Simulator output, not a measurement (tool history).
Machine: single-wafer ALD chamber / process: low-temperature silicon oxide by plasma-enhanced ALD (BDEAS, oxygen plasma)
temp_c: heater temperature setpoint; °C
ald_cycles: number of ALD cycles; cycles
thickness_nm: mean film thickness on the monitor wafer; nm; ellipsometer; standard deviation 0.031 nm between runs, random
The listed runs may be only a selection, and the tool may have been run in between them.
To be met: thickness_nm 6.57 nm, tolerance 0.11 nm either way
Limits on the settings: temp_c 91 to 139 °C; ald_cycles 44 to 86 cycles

{"run": 1, "hour": 0.0, "temp_c": 115, "ald_cycles": 65, "thickness_nm": 8.4697}
{"run": 2, "hour": 6.4, "temp_c": 115, "ald_cycles": 70, "thickness_nm": 9.1083}
{"run": 3, "hour": 12.2, "temp_c": 115, "ald_cycles": 65, "thickness_nm": 8.5279}
{"run": 4, "hour": 15.8, "temp_c": 109, "ald_cycles": 65, "thickness_nm": 8.5552}
{"run": 5, "hour": 16.6, "temp_c": 109, "ald_cycles": 72, "thickness_nm": 9.4252}
{"run": 6, "hour": 22.2, "temp_c": 110, "ald_cycles": 65, "thickness_nm": 8.4608}
{"run": 7, "hour": 24.7, "temp_c": 110, "ald_cycles": 61, "thickness_nm": 7.9892}
{"run": 8, "hour": 29.0, "temp_c": 110, "ald_cycles": 58, "thickness_nm": 7.6487}
{"run": 9, "hour": 32.2, "temp_c": 110, "ald_cycles": 55, "thickness_nm": 7.2366}
{"run": 10, "hour": 36.8, "temp_c": 110, "ald_cycles": 53, "thickness_nm": 6.9173}

Exactly one of the 5 candidate moves below puts every result within its allowed miss. Which one?
{"run": "A", "hour": 41.4, "temp_c": 111, "ald_cycles": 49, "thickness_nm": "?"}
{"run": "B", "hour": 41.4, "temp_c": 95, "ald_cycles": 49, "thickness_nm": "?"}
{"run": "C", "hour": 41.4, "temp_c": 115, "ald_cycles": 48, "thickness_nm": "?"}
{"run": "D", "hour": 41.4, "temp_c": 109, "ald_cycles": 48, "thickness_nm": "?"}
{"run": "E", "hour": 41.4, "temp_c": 111, "ald_cycles": 48, "thickness_nm": "?"}

move=A thickness_nm=6.4015
move=B thickness_nm=6.6052
move=C thickness_nm=6.2294
move=D thickness_nm=6.2915
move=E thickness_nm=6.2708
A: takes the result that was furthest off past its target
B: each result inside its tolerance
C: takes the result that was furthest off past its target
D: takes the result that was furthest off past its target
E: takes the result that was furthest off past its target
Correct choice: B, which meets every target
